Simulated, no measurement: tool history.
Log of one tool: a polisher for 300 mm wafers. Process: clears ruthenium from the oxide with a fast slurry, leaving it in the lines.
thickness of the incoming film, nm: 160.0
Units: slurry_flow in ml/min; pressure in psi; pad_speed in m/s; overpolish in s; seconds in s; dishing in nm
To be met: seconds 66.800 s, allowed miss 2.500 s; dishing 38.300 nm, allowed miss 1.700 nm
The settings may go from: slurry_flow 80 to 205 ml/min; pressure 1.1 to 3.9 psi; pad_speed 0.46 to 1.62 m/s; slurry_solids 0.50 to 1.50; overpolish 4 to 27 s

Run 1, hour 0.0: slurry_flow 135 ml/min, pressure 2.5 psi, pad_speed 1.04 m/s, slurry_solids 1.00, overpolish 14 s. Result: seconds 34.365 s, dishing 52.078 nm.
Run 2, hour 1.2: slurry_flow 135 ml/min, pressure 2.5 psi, pad_speed 1.04 m/s, slurry_solids 1.20, overpolish 14 s. Result: seconds 32.434 s, dishing 54.154 nm.
Run 3, hour 2.9: slurry_flow 135 ml/min, pressure 2.0 psi, pad_speed 1.04 m/s, slurry_solids 1.20, overpolish 14 s. Result: seconds 37.005 s, dishing 48.348 nm.
Run 4, hour 7.9: slurry_flow 130 ml/min, pressure 1.8 psi, pad_speed 0.98 m/s, slurry_solids 1.20, overpolish 15 s. Result: seconds 42.034 s, dishing 47.431 nm.
Run 5, hour 8.7: slurry_flow 130 ml/min, pressure 1.8 psi, pad_speed 0.78 m/s, slurry_solids 1.20, overpolish 15 s. Result: seconds 53.259 s, dishing 38.917 nm.
Run 6, hour 12.6: slurry_flow 130 ml/min, pressure 1.2 psi, pad_speed 0.78 m/s, slurry_solids 1.20, overpolish 15 s. Result: seconds 63.940 s, dishing 32.316 nm.
Run 7, hour 20.6: slurry_flow 125 ml/min, pressure 1.2 psi, pad_speed 0.78 m/s, slurry_solids 1.20, overpolish 16 s. Result: seconds 64.573 s, dishing 33.066 nm.
Run 8, hour 27.8: slurry_flow 125 ml/min, pressure 1.2 psi, pad_speed 0.78 m/s, slurry_solids 1.20, overpolish 17 s. Result: seconds 63.752 s, dishing 36.101 nm.
Run 9, hour 33.5: slurry_flow 120 ml/min, pressure 1.1 psi, pad_speed 0.78 m/s, slurry_solids 1.20, overpolish 18 s. Result: seconds 67.190 s, dishing 36.290 nm.

4 next moves are on the table. One of them brings every result within its allowed miss. Which?
Run A, hour 39.2: slurry_flow 115 ml/min, pressure 1.4 psi, pad_speed 0.70 m/s, slurry_solids 1.25, overpolish 19 s. Result: seconds ?, dishing ?.
Run B, hour 39.2: slurry_flow 130 ml/min, pressure 1.1 psi, pad_speed 0.78 m/s, slurry_solids 1.15, overpolish 16 s. Result: seconds ?, dishing ?.
Run C, hour 39.2: slurry_flow 165 ml/min, pressure 1.1 psi, pad_speed 0.78 m/s, slurry_solids 1.00, overpolish 17 s. Result: seconds ?, dishing ?.
Run D, hour 39.2: slurry_flow 115 ml/min, pressure 1.1 psi, pad_speed 0.76 m/s, slurry_solids 1.10, overpolish 20 s. Result: seconds ?, dishing ?.

move  seconds  dishing
   A   66.035   37.595
   B   66.369   32.026
   C   66.399   33.832
   D   70.970   36.899
A: meets every target
B: further off than the last run
C: further off than the last run
D: brings the result that was furthest off to its target, and leaves another outside
Answer: A

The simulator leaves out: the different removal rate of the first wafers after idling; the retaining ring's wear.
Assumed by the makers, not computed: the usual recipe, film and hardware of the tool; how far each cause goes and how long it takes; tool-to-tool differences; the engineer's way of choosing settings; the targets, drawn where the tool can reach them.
